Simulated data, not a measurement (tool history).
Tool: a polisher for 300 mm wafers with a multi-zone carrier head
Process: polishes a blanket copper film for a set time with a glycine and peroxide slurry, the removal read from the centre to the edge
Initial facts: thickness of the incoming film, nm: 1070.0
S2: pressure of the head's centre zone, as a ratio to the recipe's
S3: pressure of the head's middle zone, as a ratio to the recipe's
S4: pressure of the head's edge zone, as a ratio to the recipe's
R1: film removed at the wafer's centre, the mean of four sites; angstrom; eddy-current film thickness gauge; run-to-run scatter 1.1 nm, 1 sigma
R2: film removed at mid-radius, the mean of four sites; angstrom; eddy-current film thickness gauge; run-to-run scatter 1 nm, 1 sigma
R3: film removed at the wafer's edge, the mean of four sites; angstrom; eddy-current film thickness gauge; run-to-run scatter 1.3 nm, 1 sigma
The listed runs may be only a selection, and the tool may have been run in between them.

Run 1, hour 0.0: flow of slurry (ml/min) 315, S2 1.00, S3 1.00, S4 1.00, polishing time (s) 50. Result: R1 2049.5 angstrom, R2 2056.3 angstrom, R3 2076.5 angstrom.
Run 2, hour 5.5: flow of slurry (ml/min) 315, S2 1.03, S3 1.00, S4 1.00, polishing time (s) 50. Result: R1 2129.3 angstrom, R2 2094.7 angstrom, R3 2014.0 angstrom.
Run 3, hour 8.6: flow of slurry (ml/min) 285, S2 1.03, S3 1.00, S4 1.00, polishing time (s) 50. Result: R1 2079.4 angstrom, R2 2078.2 angstrom, R3 2056.4 angstrom.
Run 4, hour 11.3: flow of slurry (ml/min) 285, S2 1.03, S3 1.00, S4 1.00, polishing time (s) 45. Result: R1 1881.0 angstrom, R2 1846.8 angstrom, R3 1853.8 angstrom.
Run 5, hour 15.8: flow of slurry (ml/min) 285, S2 1.03, S3 1.00, S4 1.08, polishing time (s) 45. Result: R1 1899.9 angstrom, R2 1876.7 angstrom, R3 1921.1 angstrom.
Run 6, hour 19.4: flow of slurry (ml/min) 285, S2 1.03, S3 0.92, S4 1.08, polishing time (s) 45. Result: R1 1923.6 angstrom, R2 1759.7 angstrom, R3 1902.7 angstrom.
Run 7, hour 24.5: flow of slurry (ml/min) 300, S2 1.01, S3 0.94, S4 1.05, polishing time (s) 40. Result: R1 1653.9 angstrom, R2 1583.3 angstrom, R3 1689.6 angstrom.
Run 8, hour 32.7: flow of slurry (ml/min) 315, S2 1.00, S3 0.95, S4 1.01, polishing time (s) 37. Result: R1 1517.1 angstrom, R2 1502.5 angstrom, R3 1530.2 angstrom.

Run 9 comes next. What will it give?
Run 9, hour 33.3: flow of slurry (ml/min) 325, S2 0.98, S3 0.93, S4 0.98, polishing time (s) 36. Result: R1 ?, R2 ?, R3 ?.

R1: 1459.6 angstrom
R2: 1442.0 angstrom
R3: 1460.5 angstrom

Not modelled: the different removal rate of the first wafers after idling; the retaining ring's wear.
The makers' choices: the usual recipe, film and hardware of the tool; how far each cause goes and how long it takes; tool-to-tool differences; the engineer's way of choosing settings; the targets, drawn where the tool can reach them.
